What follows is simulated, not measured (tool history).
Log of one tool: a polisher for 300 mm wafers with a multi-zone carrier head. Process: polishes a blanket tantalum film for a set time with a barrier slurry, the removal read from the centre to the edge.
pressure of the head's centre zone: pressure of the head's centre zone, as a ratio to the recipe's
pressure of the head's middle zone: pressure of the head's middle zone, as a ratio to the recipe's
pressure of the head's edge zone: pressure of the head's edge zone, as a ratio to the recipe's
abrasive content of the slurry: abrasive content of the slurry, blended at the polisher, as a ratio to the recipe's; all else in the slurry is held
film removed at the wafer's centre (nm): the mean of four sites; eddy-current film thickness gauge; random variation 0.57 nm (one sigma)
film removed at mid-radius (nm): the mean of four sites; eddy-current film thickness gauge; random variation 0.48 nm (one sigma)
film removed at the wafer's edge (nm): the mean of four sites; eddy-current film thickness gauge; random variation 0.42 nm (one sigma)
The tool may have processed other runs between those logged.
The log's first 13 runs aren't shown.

run,hour,flow of slurry (ml/min),pressure of the head's centre zone,pressure of the head's middle zone,pressure of the head's edge zone,abrasive content of the slurry,polishing time (s),film removed at the wafer's centre (nm),film removed at mid-radius (nm),film removed at the wafer's edge (nm)
14,61.5,210,1.02,0.99,0.97,0.55,39,35.309,33.917,32.063
15,68.5,210,1.02,0.99,0.99,0.55,39,33.884,34.325,33.36
16,69.2,210,1.02,0.99,0.99,0.55,39,35.367,33.803,32.956
17,74.4,210,1.03,1,1,0.55,39,35.936,33.861,32.481
18,80.3,210,1.03,1.01,1.01,0.55,39,35.754,34.15,32.526
19,84.6,210,1.03,1.01,1.02,0.55,39,35.563,34.888,32.83
20,89.2,210,1.03,1.01,1.03,0.55,39,35.755,34.29,32.926
21,91.7,210,1.03,1.01,1.04,0.55,39,36.154,34.201,33.283
22,98,210,1.03,1.02,1.05,0.55,39,35.151,34.629,33.535
23,101.9,210,1.04,1.03,1.06,0.55,39,35.071,34.21,33.504
24,106.6,210,1.05,1.04,1.06,0.55,39,36.623,34.891,34.298
25,114.8,220,1.07,1.1,1.09,0.6,39,40.506,42.109,37.15
26,121.6,190,1.09,1.05,1.09,0.65,39,44.119,41.87,40.064

What does the tool deliver on the next run?
27,129.1,195,1.08,1.04,1.08,0.65,39,?,?,?

film removed at the wafer's centre (nm): 43.864
film removed at mid-radius (nm): 42.169
film removed at the wafer's edge (nm): 40.806
